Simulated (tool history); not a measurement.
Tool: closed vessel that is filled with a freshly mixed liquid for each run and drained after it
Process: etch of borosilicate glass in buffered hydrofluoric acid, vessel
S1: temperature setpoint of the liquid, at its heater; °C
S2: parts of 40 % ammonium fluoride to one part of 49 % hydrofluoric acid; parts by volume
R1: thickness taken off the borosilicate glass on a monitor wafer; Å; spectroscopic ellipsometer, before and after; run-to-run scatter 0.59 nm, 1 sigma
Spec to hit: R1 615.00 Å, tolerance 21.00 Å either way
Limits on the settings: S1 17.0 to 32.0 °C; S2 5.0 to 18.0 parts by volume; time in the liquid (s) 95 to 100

run 1 day=0.000 | S1=24.0 S2=11.0 time_in_the_liquid_(s)=95 | R1=1104.60
run 2 day=0.212 | S1=22.5 S2=11.5 time_in_the_liquid_(s)=95 | R1=999.73
run 3 day=0.429 | S1=22.5 S2=14.0 time_in_the_liquid_(s)=95 | R1=823.32
run 4 day=0.788 | S1=22.5 S2=14.0 time_in_the_liquid_(s)=100 | R1=852.11
run 5 day=1.067 | S1=24.0 S2=14.0 time_in_the_liquid_(s)=100 | R1=931.70
run 6 day=1.233 | S1=24.0 S2=14.0 time_in_the_liquid_(s)=100 | R1=911.38
run 7 day=1.592 | S1=23.0 S2=14.5 time_in_the_liquid_(s)=100 | R1=834.28
run 8 day=1.679 | S1=22.0 S2=14.5 time_in_the_liquid_(s)=100 | R1=812.84
run 9 day=1.888 | S1=21.0 S2=14.5 time_in_the_liquid_(s)=100 | R1=764.18
run 10 day=2.054 | S1=20.5 S2=14.5 time_in_the_liquid_(s)=100 | R1=741.14
run 11 day=2.192 | S1=20.0 S2=14.5 time_in_the_liquid_(s)=100 | R1=721.05
run 12 day=2.479 | S1=19.5 S2=14.5 time_in_the_liquid_(s)=100 | R1=700.60
run 13 day=2.767 | S1=19.0 S2=14.5 time_in_the_liquid_(s)=100 | R1=683.03
run 14 day=3.083 | S1=18.5 S2=14.5 time_in_the_liquid_(s)=100 | R1=664.37
run 15 day=3.150 | S1=18.0 S2=14.5 time_in_the_liquid_(s)=100 | R1=649.11

Which single option among these 4 for the next run brings every result within its allowed miss of target? Just one does.
run A day=3.217 | S1=19.5 S2=15.0 time_in_the_liquid_(s)=100 | R1=?
run B day=3.217 | S1=23.0 S2=16.5 time_in_the_liquid_(s)=95 | R1=?
run C day=3.217 | S1=19.0 S2=16.0 time_in_the_liquid_(s)=100 | R1=?
run D day=3.217 | S1=17.0 S2=13.0 time_in_the_liquid_(s)=95 | R1=?

move=A R1=690.97
move=B R1=722.91
move=C R1=630.44
move=D R1=658.55
A: lands further from the targets than the last run did
B: lands further from the targets than the last run did
C: every result within its allowed miss
D: lands further from the targets than the last run did
Correct choice: C, which meets every target
